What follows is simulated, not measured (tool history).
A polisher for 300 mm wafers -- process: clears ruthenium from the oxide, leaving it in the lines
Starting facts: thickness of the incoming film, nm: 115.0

run,hour,flow of slurry (ml/min),pressure of the wafer on the pad (psi),speed of the pad under the wafer (cm/s),overpolish time after the end point (s),time until the end point was called (s)
1,0.0,140,2.0,104,4,115.310
2,7.3,140,2.0,124,4,98.165
3,12.4,125,2.0,124,4,98.369
4,19.8,125,1.7,118,4,118.250
5,28.7,125,1.7,132,4,109.950
6,29.8,125,1.5,126,4,123.210
7,31.0,125,1.3,120,4,149.440

Run 8 is up next; what results do you expect?
8,36.8,125,1.2,118,4,?

{"run 8": {"time until the end point was called (s)": 162.09}}
